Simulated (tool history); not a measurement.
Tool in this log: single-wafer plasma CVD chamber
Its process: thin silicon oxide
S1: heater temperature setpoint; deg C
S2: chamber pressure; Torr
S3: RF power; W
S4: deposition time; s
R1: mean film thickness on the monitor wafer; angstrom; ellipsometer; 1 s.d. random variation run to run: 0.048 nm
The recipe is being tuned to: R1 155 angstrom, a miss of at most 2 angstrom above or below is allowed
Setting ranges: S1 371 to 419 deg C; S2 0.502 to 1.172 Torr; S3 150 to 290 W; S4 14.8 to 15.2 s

run,hour,S1,S2,S3,S4,R1
1,0,395,0.837,220,14.8,245.38
2,8.9,395,0.904,220,14.8,263.21
3,17.6,395,0.83,210,14.8,240.86
4,26.5,395,0.83,210,15.2,247.17
5,32.7,395,0.83,210,15.2,247.73
6,34.6,395,0.83,235,15.2,255.14
7,39.8,397,0.769,220,15.1,230.61
8,46.5,398,0.72,210,15.1,210.88
9,49.8,400,0.681,210,15.1,199.02

4 next moves are on the table. One of them brings every result within its allowed miss. Which?
A,53.1,393,0.861,220,15.2,?
B,53.1,399,0.629,190,14.8,?
C,53.1,403,0.625,205,14.8,?
D,53.1,411,0.566,200,14.8,?

move,R1
A,257.36
B,172.73
C,174.78
D,153.93
A: further off than the last run
B: closer than the last run, but not yet in spec
C: closer than the last run, but not yet in spec
D: meets every target
The right move is D.

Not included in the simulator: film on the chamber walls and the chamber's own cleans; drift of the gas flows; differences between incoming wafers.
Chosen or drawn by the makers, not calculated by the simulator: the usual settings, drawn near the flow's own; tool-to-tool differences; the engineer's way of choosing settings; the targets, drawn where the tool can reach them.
